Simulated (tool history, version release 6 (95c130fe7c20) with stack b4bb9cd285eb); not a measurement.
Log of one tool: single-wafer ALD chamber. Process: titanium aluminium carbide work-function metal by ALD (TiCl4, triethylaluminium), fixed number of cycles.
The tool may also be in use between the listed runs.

run  hour  heater temperature setpoint (°C)  triethylaluminium pulse time (s)  mean film thickness on the monitor wafer (nm)
  1     0                               290                              7.04                                         1.9687
  2   2.6                               295                              7.04                                         2.0106
  3   5.7                               291                              6.25                                         1.9092
  4  11.9                               287                              6.25                                         1.8934
  5  17.9                               287                              7.43                                         1.9721
  6  21.2                               282                              7.43                                         1.9359
  7  23.7                               279                              6.72                                         1.8646

What will run 8 give?
  8  26.1                               277                              6.18                                              ?

mean film thickness on the monitor wafer (nm): 1.8055
